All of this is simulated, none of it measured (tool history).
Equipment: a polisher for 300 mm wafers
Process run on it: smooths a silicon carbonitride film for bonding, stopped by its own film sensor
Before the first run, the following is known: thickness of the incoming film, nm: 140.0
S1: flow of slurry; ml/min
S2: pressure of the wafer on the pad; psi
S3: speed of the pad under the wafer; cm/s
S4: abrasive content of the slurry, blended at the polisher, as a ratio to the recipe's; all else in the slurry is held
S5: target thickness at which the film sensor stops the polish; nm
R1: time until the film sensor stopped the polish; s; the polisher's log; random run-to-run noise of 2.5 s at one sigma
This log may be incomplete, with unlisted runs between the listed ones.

Run 1, hour 0.0: S1 155 ml/min, S2 2.3 psi, S3 116 cm/s, S4 1.0, S5 111 nm. Result: R1 107.45 s.
Run 2, hour 0.5: S1 155 ml/min, S2 2.3 psi, S3 116 cm/s, S4 1.0, S5 111 nm. Result: R1 106.65 s.
Run 3, hour 1.5: S1 155 ml/min, S2 2.0 psi, S3 114 cm/s, S4 1.0, S5 111 nm. Result: R1 121.62 s.
Run 4, hour 5.4: S1 155 ml/min, S2 2.0 psi, S3 130 cm/s, S4 1.0, S5 111 nm. Result: R1 112.97 s.
Run 5, hour 8.7: S1 155 ml/min, S2 1.7 psi, S3 128 cm/s, S4 1.0, S5 111 nm. Result: R1 127.47 s.
Run 6, hour 15.9: S1 155 ml/min, S2 1.5 psi, S3 128 cm/s, S4 1.0, S5 111 nm. Result: R1 142.99 s.
Run 7, hour 20.4: S1 155 ml/min, S2 1.4 psi, S3 128 cm/s, S4 1.0, S5 111 nm. Result: R1 146.22 s.

For run 8, what comes out?
Run 8, hour 24.5: S1 150 ml/min, S2 1.0 psi, S3 120 cm/s, S4 1.0, S5 111 nm. Result: R1 ?.

{"run 8": {"R1": 193.85}}
